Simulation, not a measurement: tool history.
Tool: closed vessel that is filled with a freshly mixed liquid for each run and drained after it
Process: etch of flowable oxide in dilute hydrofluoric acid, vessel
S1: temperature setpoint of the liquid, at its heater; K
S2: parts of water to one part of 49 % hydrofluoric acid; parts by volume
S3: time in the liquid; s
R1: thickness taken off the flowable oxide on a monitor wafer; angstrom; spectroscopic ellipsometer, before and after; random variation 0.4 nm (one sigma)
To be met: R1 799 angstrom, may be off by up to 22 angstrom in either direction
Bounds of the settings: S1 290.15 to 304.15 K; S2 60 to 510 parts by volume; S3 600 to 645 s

run	hour	S1	S2	S3	R1
1	0	296.15	285	600	401.35
2	6.1	297.65	265	600	466.18
3	10.7	299.15	250	600	526.14
4	19.2	300.15	240	600	569.08
5	21.4	301.15	230	600	626.52
6	27.5	301.15	230	645	669.64
7	31.6	301.65	225	645	698.02
8	34.2	302.15	220	645	738.99

Which of these 5 next moves meets every target?
A	36.8	301.15	215	625	?
B	36.8	301.15	225	600	?
C	36.8	302.15	205	645	?
D	36.8	304.15	230	640	?
E	36.8	302.65	230	625	?

move	R1
A	709.46
B	643
C	804.74
D	737.68
E	685.29
A: lands further from the targets than the last run did
B: lands further from the targets than the last run did
C: hits every target within its allowed miss
D: roughly where the last run was
E: lands further from the targets than the last run did
Answer: C
